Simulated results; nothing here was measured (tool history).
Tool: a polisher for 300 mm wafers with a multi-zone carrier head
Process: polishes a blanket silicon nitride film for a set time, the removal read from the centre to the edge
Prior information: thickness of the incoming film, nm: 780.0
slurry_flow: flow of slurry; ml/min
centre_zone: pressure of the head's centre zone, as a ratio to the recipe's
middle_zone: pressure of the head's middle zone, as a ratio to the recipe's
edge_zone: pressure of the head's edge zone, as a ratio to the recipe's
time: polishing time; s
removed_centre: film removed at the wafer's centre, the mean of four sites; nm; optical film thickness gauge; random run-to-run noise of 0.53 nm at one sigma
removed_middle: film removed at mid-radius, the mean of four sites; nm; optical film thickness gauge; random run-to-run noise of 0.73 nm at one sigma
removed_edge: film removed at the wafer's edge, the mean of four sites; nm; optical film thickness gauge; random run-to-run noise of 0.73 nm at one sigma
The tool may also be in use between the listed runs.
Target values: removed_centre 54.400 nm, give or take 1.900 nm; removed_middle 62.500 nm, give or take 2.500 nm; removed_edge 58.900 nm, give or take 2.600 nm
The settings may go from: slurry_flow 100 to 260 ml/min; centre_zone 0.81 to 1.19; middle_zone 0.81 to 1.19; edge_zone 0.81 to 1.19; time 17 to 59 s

Run 1, hour 0.0: slurry_flow 165 ml/min, centre_zone 1.00, middle_zone 1.00, edge_zone 1.00, time 38 s. Result: removed_centre 72.917 nm, removed_middle 75.739 nm, removed_edge 75.136 nm.
Run 2, hour 5.6: slurry_flow 160 ml/min, centre_zone 0.97, middle_zone 1.00, edge_zone 0.97, time 36 s. Result: removed_centre 65.730 nm, removed_middle 72.693 nm, removed_edge 69.652 nm.
Run 3, hour 11.3: slurry_flow 155 ml/min, centre_zone 0.96, middle_zone 0.98, edge_zone 0.94, time 35 s. Result: removed_centre 64.041 nm, removed_middle 67.323 nm, removed_edge 67.313 nm.
Run 4, hour 12.6: slurry_flow 150 ml/min, centre_zone 0.95, middle_zone 0.99, edge_zone 0.92, time 34 s. Result: removed_centre 60.469 nm, removed_middle 67.775 nm, removed_edge 64.442 nm.
Run 5, hour 17.5: slurry_flow 150 ml/min, centre_zone 0.95, middle_zone 0.99, edge_zone 0.84, time 34 s. Result: removed_centre 61.309 nm, removed_middle 66.358 nm, removed_edge 61.625 nm.
Run 6, hour 24.6: slurry_flow 150 ml/min, centre_zone 0.95, middle_zone 0.99, edge_zone 0.84, time 30 s. Result: removed_centre 53.805 nm, removed_middle 58.843 nm, removed_edge 53.536 nm.
Run 7, hour 30.9: slurry_flow 155 ml/min, centre_zone 0.94, middle_zone 0.99, edge_zone 0.86, time 30 s. Result: removed_centre 53.602 nm, removed_middle 59.819 nm, removed_edge 53.536 nm.
Run 8, hour 34.1: slurry_flow 155 ml/min, centre_zone 0.94, middle_zone 0.99, edge_zone 0.86, time 30 s. Result: removed_centre 53.154 nm, removed_middle 57.655 nm, removed_edge 54.568 nm.
Run 9, hour 40.5: slurry_flow 155 ml/min, centre_zone 0.94, middle_zone 0.99, edge_zone 0.86, time 30 s. Result: removed_centre 52.913 nm, removed_middle 57.886 nm, removed_edge 53.800 nm.
Run 10, hour 47.8: slurry_flow 150 ml/min, centre_zone 0.94, middle_zone 1.00, edge_zone 0.88, time 30 s. Result: removed_centre 54.005 nm, removed_middle 57.457 nm, removed_edge 54.281 nm.
Run 11, hour 50.7: slurry_flow 160 ml/min, centre_zone 0.93, middle_zone 0.99, edge_zone 0.89, time 30 s. Result: removed_centre 53.262 nm, removed_middle 59.080 nm, removed_edge 54.728 nm.

Pick the move, out of 5, that brings all results within their allowed miss; only one does.
Run A, hour 53.6: slurry_flow 155 ml/min, centre_zone 0.90, middle_zone 0.99, edge_zone 0.89, time 32 s. Result: removed_centre ?, removed_middle ?, removed_edge ?.
Run B, hour 53.6: slurry_flow 100 ml/min, centre_zone 0.91, middle_zone 0.81, edge_zone 0.93, time 36 s. Result: removed_centre ?, removed_middle ?, removed_edge ?.
Run C, hour 53.6: slurry_flow 155 ml/min, centre_zone 0.94, middle_zone 0.98, edge_zone 0.89, time 30 s. Result: removed_centre ?, removed_middle ?, removed_edge ?.
Run D, hour 53.6: slurry_flow 100 ml/min, centre_zone 0.99, middle_zone 0.84, edge_zone 1.02, time 34 s. Result: removed_centre ?, removed_middle ?, removed_edge ?.
Run E, hour 53.6: slurry_flow 150 ml/min, centre_zone 0.90, middle_zone 1.01, edge_zone 0.83, time 30 s. Result: removed_centre ?, removed_middle ?, removed_edge ?.

move  removed_centre  removed_middle  removed_edge
   A          54.241          62.460        60.844
   B          58.265          56.897        67.578
   C          53.127          58.059        57.049
   D          59.919          55.275        66.672
   E          50.651          59.317        55.121
A: hits every target within its allowed miss
B: takes the result that was furthest off past its target
C: gets the furthest-off result to its target, but another result is out of tolerance
D: takes the result that was furthest off past its target
E: further off than the last run
The move that meets every target is A.
